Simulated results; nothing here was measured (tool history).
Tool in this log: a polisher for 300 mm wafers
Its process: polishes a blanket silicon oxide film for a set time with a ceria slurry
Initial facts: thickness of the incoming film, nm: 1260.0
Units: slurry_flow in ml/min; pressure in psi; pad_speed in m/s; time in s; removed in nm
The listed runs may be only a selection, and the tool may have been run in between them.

run	hour	slurry_flow	pressure	pad_speed	time	removed
1	0	155	2.3	0.88	38	120.73
2	3.4	155	2.3	0.88	33	100.63
3	7.7	155	2.2	0.88	33	99.725
4	14.7	155	2.1	0.88	33	96.681
5	20.8	155	2.6	0.88	33	113.16
6	24.6	155	2.6	0.88	33	114.03

For run 7, what comes out?
7	29	155	2.4	0.86	33	?

removed: 103.46 nm

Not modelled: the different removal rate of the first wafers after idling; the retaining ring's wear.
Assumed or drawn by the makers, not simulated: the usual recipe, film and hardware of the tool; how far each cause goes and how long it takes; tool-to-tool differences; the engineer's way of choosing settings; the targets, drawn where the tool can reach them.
